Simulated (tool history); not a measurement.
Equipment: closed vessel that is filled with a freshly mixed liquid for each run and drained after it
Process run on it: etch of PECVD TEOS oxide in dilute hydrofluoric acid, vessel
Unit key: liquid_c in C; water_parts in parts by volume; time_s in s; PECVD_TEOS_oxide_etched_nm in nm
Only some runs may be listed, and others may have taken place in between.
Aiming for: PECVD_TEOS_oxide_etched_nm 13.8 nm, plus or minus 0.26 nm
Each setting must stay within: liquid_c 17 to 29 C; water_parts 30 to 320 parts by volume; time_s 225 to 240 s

run 1 hour=0 | liquid_c=21 water_parts=175 time_s=225 | PECVD_TEOS_oxide_etched_nm=25.282
run 2 hour=8 | liquid_c=20.5 water_parts=185 time_s=225 | PECVD_TEOS_oxide_etched_nm=23.307
run 3 hour=15 | liquid_c=20.5 water_parts=185 time_s=225 | PECVD_TEOS_oxide_etched_nm=23.165
run 4 hour=16.8 | liquid_c=20 water_parts=195 time_s=225 | PECVD_TEOS_oxide_etched_nm=21.436
run 5 hour=22.3 | liquid_c=20 water_parts=225 time_s=225 | PECVD_TEOS_oxide_etched_nm=18.098
run 6 hour=26.7 | liquid_c=19.5 water_parts=230 time_s=225 | PECVD_TEOS_oxide_etched_nm=17.268
run 7 hour=35.8 | liquid_c=19 water_parts=235 time_s=225 | PECVD_TEOS_oxide_etched_nm=16.559
run 8 hour=39.7 | liquid_c=18.5 water_parts=240 time_s=225 | PECVD_TEOS_oxide_etched_nm=15.815
run 9 hour=45.3 | liquid_c=18.5 water_parts=245 time_s=225 | PECVD_TEOS_oxide_etched_nm=15.519
run 10 hour=53.5 | liquid_c=18.5 water_parts=245 time_s=225 | PECVD_TEOS_oxide_etched_nm=15.364
run 11 hour=58.8 | liquid_c=18.5 water_parts=245 time_s=225 | PECVD_TEOS_oxide_etched_nm=15.466
run 12 hour=64.8 | liquid_c=17.5 water_parts=255 time_s=225 | PECVD_TEOS_oxide_etched_nm=14.195
run 13 hour=71.1 | liquid_c=17 water_parts=260 time_s=225 | PECVD_TEOS_oxide_etched_nm=13.466

Which one of the following 5 next-run settings gets every result inside its allowed miss? There is exactly one.
run A hour=77.4 | liquid_c=17 water_parts=245 time_s=225 | PECVD_TEOS_oxide_etched_nm=?
run B hour=77.4 | liquid_c=17 water_parts=255 time_s=225 | PECVD_TEOS_oxide_etched_nm=?
run C hour=77.4 | liquid_c=17.5 water_parts=270 time_s=225 | PECVD_TEOS_oxide_etched_nm=?
run D hour=77.4 | liquid_c=17 water_parts=285 time_s=240 | PECVD_TEOS_oxide_etched_nm=?
run E hour=77.4 | liquid_c=18 water_parts=260 time_s=235 | PECVD_TEOS_oxide_etched_nm=?

move=A PECVD_TEOS_oxide_etched_nm=14.528
move=B PECVD_TEOS_oxide_etched_nm=13.844
move=C PECVD_TEOS_oxide_etched_nm=13.171
move=D PECVD_TEOS_oxide_etched_nm=12.899
move=E PECVD_TEOS_oxide_etched_nm=14.684
A: pushes the last run's worst result past its target
B: in spec on every target
C: further off than the last run
D: further off than the last run
E: pushes the last run's worst result past its target
B is the move that brings every result within its allowed miss.
